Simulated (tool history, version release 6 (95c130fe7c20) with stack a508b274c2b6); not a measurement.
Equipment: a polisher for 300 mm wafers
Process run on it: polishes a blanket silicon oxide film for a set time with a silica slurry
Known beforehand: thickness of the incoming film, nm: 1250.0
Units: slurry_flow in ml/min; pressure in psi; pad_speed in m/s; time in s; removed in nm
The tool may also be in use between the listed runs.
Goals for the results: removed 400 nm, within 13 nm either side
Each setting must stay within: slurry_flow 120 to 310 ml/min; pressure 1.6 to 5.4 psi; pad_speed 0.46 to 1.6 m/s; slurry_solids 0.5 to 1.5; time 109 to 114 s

run 1 hour=0 | slurry_flow=200 pressure=3.5 pad_speed=1.02 slurry_solids=1 time=109 | removed=230.93
run 2 hour=2.7 | slurry_flow=200 pressure=3.5 pad_speed=1.2 slurry_solids=1 time=109 | removed=271.17
run 3 hour=8.3 | slurry_flow=205 pressure=3.9 pad_speed=1.2 slurry_solids=1 time=109 | removed=302.51
run 4 hour=13 | slurry_flow=210 pressure=4.2 pad_speed=1.2 slurry_solids=1 time=109 | removed=323.53
run 5 hour=19.9 | slurry_flow=210 pressure=4.2 pad_speed=1.2 slurry_solids=1.2 time=109 | removed=347.45
run 6 hour=27.2 | slurry_flow=210 pressure=4.4 pad_speed=1.2 slurry_solids=1.2 time=109 | removed=357.66
run 7 hour=29.2 | slurry_flow=215 pressure=4.5 pad_speed=1.2 slurry_solids=1.2 time=109 | removed=375.6
run 8 hour=36.9 | slurry_flow=220 pressure=4.6 pad_speed=1.2 slurry_solids=1.2 time=109 | removed=387.17
run 9 hour=45.4 | slurry_flow=225 pressure=4.6 pad_speed=1.2 slurry_solids=1.2 time=109 | removed=380.96

Which single option among these 5 for the next run brings every result within its allowed miss of target? Just one does.
run A hour=53.9 | slurry_flow=215 pressure=4.9 pad_speed=1.12 slurry_solids=1.15 time=109 | removed=?
run B hour=53.9 | slurry_flow=220 pressure=5.2 pad_speed=0.94 slurry_solids=1.35 time=109 | removed=?
run C hour=53.9 | slurry_flow=230 pressure=4.3 pad_speed=1.18 slurry_solids=1.2 time=110 | removed=?
run D hour=53.9 | slurry_flow=200 pressure=4.7 pad_speed=1.32 slurry_solids=1.05 time=110 | removed=?
run E hour=53.9 | slurry_flow=205 pressure=4.4 pad_speed=1.32 slurry_solids=1 time=110 | removed=?

move=A removed=379.62
move=B removed=372.59
move=C removed=360.11
move=D removed=401.04
move=E removed=369.56
A: misses by more than the last run did
B: misses by more than the last run did
C: misses by more than the last run did
D: all results in spec
E: misses by more than the last run did
D meets every target.
